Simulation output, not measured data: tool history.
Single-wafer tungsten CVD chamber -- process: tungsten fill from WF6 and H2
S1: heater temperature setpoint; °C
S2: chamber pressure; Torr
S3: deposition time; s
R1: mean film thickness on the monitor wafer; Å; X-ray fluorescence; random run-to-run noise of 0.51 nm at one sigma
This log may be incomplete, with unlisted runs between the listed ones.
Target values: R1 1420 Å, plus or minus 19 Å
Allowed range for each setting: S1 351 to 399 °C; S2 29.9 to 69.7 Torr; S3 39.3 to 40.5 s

run  hour   S1    S2    S3      R1
  1     0  375  49.8  39.3  1005.5
  2   8.9  379  49.8  39.3  1109.7
  3  15.5  369  49.8  39.3  866.69
  4  19.8  363  49.8  39.3  754.44
  5  22.2  369  49.8  39.3  867.53
  6    26  374  49.8  39.3  981.64
  7  32.6  378  49.9  39.3  1080.9
  8  37.4  381    50  39.3  1158.2
  9  43.3  383    50  39.3  1216.5
 10  50.4  391  50.2  39.3  1451.7

Exercise: of the 5 proposed moves below, exactly one satisfies all targets within the stated allowed misses. Which move is it?
  A  57.5  391  48.1  40.5   ?
  B  57.5  390  56.6  39.4   ?
  C  57.5  390  53.5    40   ?
  D  57.5  394  44.3  39.3   ?
  E  57.5  390  47.2    40   ?

move      R1
   A  1476.1
   B  1488.5
   C  1481.4
   D  1484.1
   E  1417.2
A: the biggest miss grows against the last run
B: the biggest miss grows against the last run
C: the biggest miss grows against the last run
D: the biggest miss grows against the last run
E: meets every target
The right move is E.
